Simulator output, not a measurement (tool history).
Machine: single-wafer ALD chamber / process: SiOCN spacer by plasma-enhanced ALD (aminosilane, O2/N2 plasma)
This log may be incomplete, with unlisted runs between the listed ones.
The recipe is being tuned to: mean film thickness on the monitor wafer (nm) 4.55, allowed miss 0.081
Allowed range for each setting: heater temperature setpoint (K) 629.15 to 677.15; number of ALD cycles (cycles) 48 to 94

run,day,heater temperature setpoint (K),number of ALD cycles (cycles),mean film thickness on the monitor wafer (nm)
1,0,653.15,71,4.0755
2,0.092,653.15,62,3.5168
3,0.25,653.15,65,3.726
4,0.525,653.15,67,3.8138
5,0.704,653.15,60,3.4351
6,0.921,645.15,60,3.4338
7,1.112,645.15,71,4.0429
8,1.158,645.15,72,4.1015
9,1.442,645.15,73,4.1558

4 next moves are on the table. One of them brings every result within its allowed miss. Which?
A,1.725,651.15,77,?
B,1.725,642.15,80,?
C,1.725,649.15,83,?
D,1.725,643.15,77,?

move,mean film thickness on the monitor wafer (nm)
A,4.414
B,4.586
C,4.758
D,4.414
A: moves toward the targets from the last run without getting all of them in spec
B: every result lands within tolerance
C: takes the biggest miss from the last run beyond its target
D: moves toward the targets from the last run without getting all of them in spec
Correct choice: B, which meets every target

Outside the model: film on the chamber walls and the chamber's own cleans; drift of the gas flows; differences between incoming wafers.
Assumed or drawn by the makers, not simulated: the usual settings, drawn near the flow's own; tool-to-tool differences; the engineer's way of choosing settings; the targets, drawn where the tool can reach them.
